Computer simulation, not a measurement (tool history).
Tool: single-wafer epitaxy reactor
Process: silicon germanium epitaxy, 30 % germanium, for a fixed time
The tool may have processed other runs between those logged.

| run | hour | wafer temperature setpoint (pyrometer-controlled) (K) | chamber pressure (Pa) | mean film thickness on the monitor wafer (nm) |
|---|---|---|---|---|
| 1 | 0 | 868.15 | 2080 | 47.249 |
| 2 | 0.6 | 871.15 | 2093 | 49.844 |
| 3 | 5.4 | 871.15 | 2426 | 53.524 |
| 4 | 11.1 | 872.15 | 2426 | 55.405 |
|  | 15.6 | pyrometer calibrated |
| 5 | 15.6 | 866.15 | 2426 | 45.25 |
| 6 | 21.4 | 868.15 | 2426 | 47.317 |

For run 7, what comes out?
| 7 | 29 | 870.15 | 2426 | ? |

For run 7 the tool returned mean film thickness on the monitor wafer (nm) 48.942.
